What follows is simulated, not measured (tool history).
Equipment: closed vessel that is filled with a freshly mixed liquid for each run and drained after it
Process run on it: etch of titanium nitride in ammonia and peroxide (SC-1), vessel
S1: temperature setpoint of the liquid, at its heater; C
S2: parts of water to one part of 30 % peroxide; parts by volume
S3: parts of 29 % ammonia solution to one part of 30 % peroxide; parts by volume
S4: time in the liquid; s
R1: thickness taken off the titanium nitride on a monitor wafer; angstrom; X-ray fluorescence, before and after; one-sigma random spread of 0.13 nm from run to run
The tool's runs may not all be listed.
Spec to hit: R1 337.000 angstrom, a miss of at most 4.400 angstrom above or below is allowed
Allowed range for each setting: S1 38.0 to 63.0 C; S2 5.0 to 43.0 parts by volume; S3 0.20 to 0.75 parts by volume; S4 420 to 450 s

run    day    S1    S2    S3   S4       R1
  1  0.000  47.0  24.0  0.45  420  166.250
  2  0.279  40.0  24.0  0.45  420   99.578
  3  0.542  44.0  24.0  0.45  420  133.930
  4  0.821  47.0  24.0  0.45  420  166.620
  5  0.862  47.0  24.0  0.45  450  177.780
  6  0.975  47.0  18.0  0.45  450  208.870
  7  1.362  48.5  18.0  0.45  450  233.160
  8  1.600  50.0  18.0  0.45  450  258.650
  9  1.833  51.0  18.0  0.45  450  275.730
 10  2.217  51.5  18.0  0.45  450  286.270
 11  2.312  52.0  18.0  0.45  450  294.780
 12  2.404  52.5  18.0  0.45  450  305.060
 13  2.517  53.0  18.0  0.45  450  318.780
 14  2.608  53.5  18.0  0.45  450  329.480

4 candidate next runs follow, results not yet known. Just one meets every target within its allowed miss. Identify it.
  A  2.700  57.5  25.5  0.35  450   ?
  B  2.700  56.0  23.5  0.60  445   ?
  C  2.700  55.5  22.5  0.60  450   ?
  D  2.700  48.5   8.0  0.40  420   ?

move       R1
   A  335.900
   B  348.480
   C  349.160
   D  326.530
A: meets every target
B: the result that was furthest off in the last run now lies on the other side of its target
C: the result that was furthest off in the last run now lies on the other side of its target
D: misses by more than the last run did
The right move is A.

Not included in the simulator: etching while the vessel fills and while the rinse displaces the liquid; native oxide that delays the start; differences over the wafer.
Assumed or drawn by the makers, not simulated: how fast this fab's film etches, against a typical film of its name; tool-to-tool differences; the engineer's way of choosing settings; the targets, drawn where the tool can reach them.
